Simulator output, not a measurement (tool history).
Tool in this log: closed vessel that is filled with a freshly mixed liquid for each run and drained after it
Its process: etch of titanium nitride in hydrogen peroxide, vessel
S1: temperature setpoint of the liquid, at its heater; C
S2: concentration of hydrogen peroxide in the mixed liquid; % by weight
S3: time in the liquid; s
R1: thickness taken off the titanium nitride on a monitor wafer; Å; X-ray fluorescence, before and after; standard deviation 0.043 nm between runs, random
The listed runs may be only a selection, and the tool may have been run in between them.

Run 1, hour 0.0: S1 49.0 C, S2 15.5 % by weight, S3 620 s. Result: R1 204.03 Å.
Run 2, hour 7.0: S1 47.5 C, S2 15.5 % by weight, S3 620 s. Result: R1 183.50 Å.
Run 3, hour 11.8: S1 47.5 C, S2 15.5 % by weight, S3 620 s. Result: R1 182.62 Å.
Run 4, hour 20.4: S1 46.5 C, S2 15.5 % by weight, S3 620 s. Result: R1 169.72 Å.
Run 5, hour 27.6: S1 45.5 C, S2 15.5 % by weight, S3 620 s. Result: R1 157.58 Å.
Run 6, hour 30.3: S1 45.5 C, S2 18.5 % by weight, S3 620 s. Result: R1 164.03 Å.
Run 7, hour 32.9: S1 45.0 C, S2 18.5 % by weight, S3 620 s. Result: R1 157.88 Å.
Run 8, hour 41.0: S1 44.5 C, S2 18.5 % by weight, S3 620 s. Result: R1 151.86 Å.
Run 9, hour 49.1: S1 44.0 C, S2 18.5 % by weight, S3 620 s. Result: R1 146.88 Å.

Predict the results of run 10:
Run 10, hour 55.8: S1 43.5 C, S2 18.5 % by weight, S3 620 s. Result: R1 ?.

{"run 10": {"R1": 140.66}}

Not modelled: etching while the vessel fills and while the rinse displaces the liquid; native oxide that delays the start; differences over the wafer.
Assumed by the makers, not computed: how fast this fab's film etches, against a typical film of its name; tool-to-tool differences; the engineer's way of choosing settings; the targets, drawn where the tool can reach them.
